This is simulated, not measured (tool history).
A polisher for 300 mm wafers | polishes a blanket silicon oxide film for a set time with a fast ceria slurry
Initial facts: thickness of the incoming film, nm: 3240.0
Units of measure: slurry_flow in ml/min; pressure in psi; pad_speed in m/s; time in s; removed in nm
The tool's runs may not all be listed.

run	hour	slurry_flow	pressure	pad_speed	time	removed
1	0	180	3.4	0.82	37	530.71
2	6.6	180	3.4	0.92	37	595.26
3	14.9	180	3.4	0.82	37	536.06
4	16.5	180	3.4	0.74	37	483.72
5	25.3	200	3.4	0.74	37	490.67
6	27.2	200	3.2	0.74	37	466.94
7	32.4	195	3.1	0.74	37	456.59
8	34.6	195	3	0.74	37	449.84
9	39.8	195	2.8	0.74	37	423.8
10	46.3	195	2.7	0.74	37	425.82

What does the tool deliver on the next run?
11	54.4	175	1.7	0.72	37	?

Logged for run 11: removed 304.08 nm.
